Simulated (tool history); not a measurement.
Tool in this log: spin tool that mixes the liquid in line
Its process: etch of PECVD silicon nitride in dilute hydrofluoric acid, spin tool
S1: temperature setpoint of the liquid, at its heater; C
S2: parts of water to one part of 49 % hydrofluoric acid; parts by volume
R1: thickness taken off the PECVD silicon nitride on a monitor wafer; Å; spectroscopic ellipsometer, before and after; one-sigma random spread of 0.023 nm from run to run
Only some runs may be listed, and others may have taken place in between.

{"run": 1, "hour": 0.0, "S1": 25, "S2": 75, "time under the liquid (s)": 100, "R1": 25.829}
{"run": 2, "hour": 7.7, "S1": 25, "S2": 90, "time under the liquid (s)": 100, "R1": 21.543}
{"run": 3, "hour": 15.6, "S1": 26.5, "S2": 90, "time under the liquid (s)": 100, "R1": 23.632}
{"run": 4, "hour": 22.8, "S1": 26.5, "S2": 110, "time under the liquid (s)": 100, "R1": 19.275}
{"run": 5, "hour": 27.1, "S1": 27.5, "S2": 105, "time under the liquid (s)": 100, "R1": 21.657}
{"run": 6, "hour": 34.9, "S1": 28.5, "S2": 100, "time under the liquid (s)": 100, "R1": 24.624}
{"run": 7, "hour": 40.3, "S1": 29.5, "S2": 100, "time under the liquid (s)": 100, "R1": 26.143}
{"run": 8, "hour": 44.6, "S1": 30, "S2": 95, "time under the liquid (s)": 100, "R1": 28.112}

For run 9, what comes out?
{"run": 9, "hour": 46.8, "S1": 30.5, "S2": 95, "time under the liquid (s)": 100, "R1": "?"}

Run 9 measured R1 29.216 Å.
